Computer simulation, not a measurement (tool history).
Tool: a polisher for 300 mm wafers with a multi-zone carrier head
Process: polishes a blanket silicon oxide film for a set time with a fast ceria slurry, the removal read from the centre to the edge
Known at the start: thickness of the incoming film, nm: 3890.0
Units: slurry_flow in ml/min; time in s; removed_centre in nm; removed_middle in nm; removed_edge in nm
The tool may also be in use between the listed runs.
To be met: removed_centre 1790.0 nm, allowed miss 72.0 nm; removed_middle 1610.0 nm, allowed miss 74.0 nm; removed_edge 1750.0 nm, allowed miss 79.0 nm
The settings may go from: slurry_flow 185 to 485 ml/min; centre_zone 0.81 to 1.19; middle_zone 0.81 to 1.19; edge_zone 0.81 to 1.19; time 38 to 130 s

run 1 hour=0.0 | slurry_flow=310 centre_zone=1.00 middle_zone=1.00 edge_zone=1.00 time=84 | removed_centre=1341.1 removed_middle=1295.2 removed_edge=1311.6
run 2 hour=8.0 | slurry_flow=350 centre_zone=1.00 middle_zone=1.00 edge_zone=1.00 time=84 | removed_centre=1342.1 removed_middle=1344.0 removed_edge=1330.9
run 3 hour=12.9 | slurry_flow=350 centre_zone=1.02 middle_zone=0.99 edge_zone=1.03 time=88 | removed_centre=1427.7 removed_middle=1390.5 removed_edge=1407.6
run 4 hour=19.8 | slurry_flow=350 centre_zone=1.02 middle_zone=0.99 edge_zone=1.11 time=88 | removed_centre=1413.4 removed_middle=1411.1 removed_edge=1470.0
run 5 hour=23.7 | slurry_flow=350 centre_zone=1.04 middle_zone=0.98 edge_zone=1.12 time=91 | removed_centre=1458.6 removed_middle=1407.4 removed_edge=1477.1
run 6 hour=32.0 | slurry_flow=350 centre_zone=1.04 middle_zone=0.98 edge_zone=1.18 time=91 | removed_centre=1501.7 removed_middle=1387.6 removed_edge=1542.6
run 7 hour=38.1 | slurry_flow=350 centre_zone=1.05 middle_zone=0.98 edge_zone=1.18 time=94 | removed_centre=1540.2 removed_middle=1452.1 removed_edge=1592.9
run 8 hour=41.6 | slurry_flow=350 centre_zone=1.05 middle_zone=0.98 edge_zone=1.18 time=94 | removed_centre=1514.0 removed_middle=1469.1 removed_edge=1616.8
run 9 hour=48.5 | slurry_flow=350 centre_zone=1.05 middle_zone=0.98 edge_zone=1.18 time=94 | removed_centre=1522.3 removed_middle=1448.6 removed_edge=1616.6
run 10 hour=52.6 | slurry_flow=355 centre_zone=1.07 middle_zone=0.98 edge_zone=1.17 time=96 | removed_centre=1613.3 removed_middle=1498.3 removed_edge=1679.2
run 11 hour=54.1 | slurry_flow=365 centre_zone=1.09 middle_zone=0.99 edge_zone=1.16 time=96 | removed_centre=1617.0 removed_middle=1546.7 removed_edge=1622.6
run 12 hour=55.0 | slurry_flow=365 centre_zone=1.10 middle_zone=0.98 edge_zone=1.16 time=97 | removed_centre=1651.2 removed_middle=1513.9 removed_edge=1656.0
run 13 hour=59.5 | slurry_flow=365 centre_zone=1.11 middle_zone=0.98 edge_zone=1.16 time=98 | removed_centre=1658.5 removed_middle=1563.4 removed_edge=1662.2
-- hour=61.7 edge zone pressure recalibrated
run 14 hour=61.7 | slurry_flow=365 centre_zone=1.12 middle_zone=0.97 edge_zone=1.16 time=99 | removed_centre=1715.3 removed_middle=1528.1 removed_edge=1756.9
run 15 hour=65.1 | slurry_flow=370 centre_zone=1.13 middle_zone=0.98 edge_zone=1.16 time=99 | removed_centre=1691.4 removed_middle=1532.0 removed_edge=1698.4

4 next moves are on the table. One of them brings every result within its allowed miss. Which?
run A hour=68.5 | slurry_flow=345 centre_zone=1.02 middle_zone=0.92 edge_zone=1.19 time=101 | removed_centre=? removed_middle=? removed_edge=?
run B hour=68.5 | slurry_flow=390 centre_zone=1.19 middle_zone=0.99 edge_zone=1.10 time=102 | removed_centre=? removed_middle=? removed_edge=?
run C hour=68.5 | slurry_flow=390 centre_zone=1.19 middle_zone=0.91 edge_zone=1.03 time=109 | removed_centre=? removed_middle=? removed_edge=?
run D hour=68.5 | slurry_flow=375 centre_zone=0.97 middle_zone=0.99 edge_zone=1.19 time=101 | removed_centre=? removed_middle=? removed_edge=?

move=A removed_centre=1613.0 removed_middle=1479.7 removed_edge=1866.2
move=B removed_centre=1800.9 removed_middle=1605.3 removed_edge=1823.0
move=C removed_centre=1923.4 removed_middle=1598.8 removed_edge=1887.4
move=D removed_centre=1582.7 removed_middle=1585.3 removed_edge=1875.1
A: further off than the last run
B: meets every target
C: takes the result that was furthest off past its target
D: further off than the last run
Move B is the one to make.
